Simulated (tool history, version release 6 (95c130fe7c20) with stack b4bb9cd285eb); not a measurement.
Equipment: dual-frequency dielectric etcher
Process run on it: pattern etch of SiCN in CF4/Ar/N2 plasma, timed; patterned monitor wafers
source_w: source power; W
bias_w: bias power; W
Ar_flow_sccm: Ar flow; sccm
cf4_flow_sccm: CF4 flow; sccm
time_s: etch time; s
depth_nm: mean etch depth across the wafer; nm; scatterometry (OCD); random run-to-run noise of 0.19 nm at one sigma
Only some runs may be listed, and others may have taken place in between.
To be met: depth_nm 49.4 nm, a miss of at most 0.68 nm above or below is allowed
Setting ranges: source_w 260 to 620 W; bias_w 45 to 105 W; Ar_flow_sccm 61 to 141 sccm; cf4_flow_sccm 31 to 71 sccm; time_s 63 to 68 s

run	hour	source_w	bias_w	Ar_flow_sccm	cf4_flow_sccm	time_s	depth_nm
1	0	440	75	101	51	68	52.221
2	3	440	86	101	51	68	54.603
3	5.5	440	86	101	51	68	54.803
4	13.7	440	86	101	42	68	52.698
5	14.9	440	86	101	42	68	52.84
6	18.8	440	86	93	42	68	53.687
7	26.8	430	86	93	42	68	52.832
8	35.5	420	86	93	42	68	52.466

Below are 4 possible settings for the next run. Only one of them brings all results inside the allowed miss of their targets. Which is it?
A	44.2	440	70	84	44	66	?
B	44.2	380	84	80	47	67.5	?
C	44.2	480	91	95	39	67.5	?
D	44.2	460	84	101	49	63	?

move	depth_nm
A	49.526
B	51.277
C	55.933
D	51.325
A: every result lands within tolerance
B: an improvement on the last run, though not all results are within tolerance
C: the biggest miss grows against the last run
D: an improvement on the last run, though not all results are within tolerance
So the answer is move A, the one that meets all the targets.
